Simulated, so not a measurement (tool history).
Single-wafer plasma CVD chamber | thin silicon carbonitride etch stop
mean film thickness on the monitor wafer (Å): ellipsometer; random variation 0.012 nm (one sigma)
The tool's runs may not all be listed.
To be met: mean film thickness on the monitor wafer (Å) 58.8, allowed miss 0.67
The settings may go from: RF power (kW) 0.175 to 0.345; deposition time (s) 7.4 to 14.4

run  hour  RF power (kW)  deposition time (s)  mean film thickness on the monitor wafer (Å)
  1     0           0.26                 10.9                                        65.625
  2     1           0.26                 12.4                                        74.455
  3   7.7          0.275                 12.4                                        75.814
  4  14.8          0.275                 11.4                                        69.816
  5  19.6          0.275                 11.9                                        73.054
  6  24.7           0.25                 11.6                                        69.096
  7  31.5          0.235                 11.3                                         65.98
  8  35.8           0.22                 11.1                                        63.144
  9  41.1           0.21                 11.1                                        61.973
 10    47          0.175                   11                                        57.816

Which of these 4 next moves meets every target?
  A  52.9          0.175                 11.5                                             ?
  B  52.9          0.175                 11.2                                             ?
  C  52.9          0.175                 10.9                                             ?
  D  52.9            0.2                 10.3                                             ?

move  mean film thickness on the monitor wafer (Å)
   A                                        60.356
   B                                        58.782
   C                                        57.207
   D                                        56.633
A: takes the result that was furthest off past its target
B: meets every target
C: further off than the last run
D: further off than the last run
Answer: B
